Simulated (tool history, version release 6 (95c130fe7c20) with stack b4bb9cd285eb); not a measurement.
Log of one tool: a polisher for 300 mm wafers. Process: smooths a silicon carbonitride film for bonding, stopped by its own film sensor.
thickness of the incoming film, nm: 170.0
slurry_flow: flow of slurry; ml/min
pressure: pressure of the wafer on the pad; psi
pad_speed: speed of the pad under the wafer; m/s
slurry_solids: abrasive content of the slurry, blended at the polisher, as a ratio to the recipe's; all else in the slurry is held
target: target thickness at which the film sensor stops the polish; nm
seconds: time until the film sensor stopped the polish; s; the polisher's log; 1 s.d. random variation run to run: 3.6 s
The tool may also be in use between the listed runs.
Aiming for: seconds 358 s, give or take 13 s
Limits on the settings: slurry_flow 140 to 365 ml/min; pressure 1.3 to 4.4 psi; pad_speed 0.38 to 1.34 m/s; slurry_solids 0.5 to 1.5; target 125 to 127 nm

run  hour  slurry_flow  pressure  pad_speed  slurry_solids  target  seconds
  1     0          235       2.8       0.86              1     127    170.2
  2   1.4          235       2.4        0.8              1     127   204.93
  3   9.2          235       2.1       0.76              1     127    244.4
  4    14          235       2.1       0.76           0.85     127   258.98
  5  18.9          235       2.1       0.76              1     127      244
  6  25.9          235       2.1       0.94              1     127   212.55
  7    31          235       1.9       0.88              1     127   240.05
     35.4  -- slurry nozzle cleaned
  8  35.4          235       1.8       0.84              1     127   253.75
  9  38.2          235       1.7        0.8              1     127   276.66
 10  38.8          230       1.3       0.68              1     127    397.1
 11  41.3          240       1.3       0.68              1     127   395.86
 12    42          240       1.6       0.68              1     127   326.51
 13  43.9          230       1.6       0.68              1     127   330.35

Of the 5 settings listed for the next run, only one would bring every result within its allowed miss of target. Which one?
  A  45.8          280       2.2        0.4           0.95     127        ?
  B  45.8          220       1.5        0.7              1     125        ?
  C  45.8          290       1.7       0.66            0.9     126        ?
  D  45.8          215       1.5       0.86           0.85     127        ?
  E  45.8          225       1.5       0.62           1.25     127        ?

move  seconds
   A   323.57
   B   359.34
   C   331.41
   D   326.87
   E   335.54
A: lands further from the targets than the last run did
B: every result lands within tolerance
C: about the same distance from the targets as the last run
D: lands further from the targets than the last run did
E: closer than the last run, but not yet in spec
B is the move that brings every result within its allowed miss.
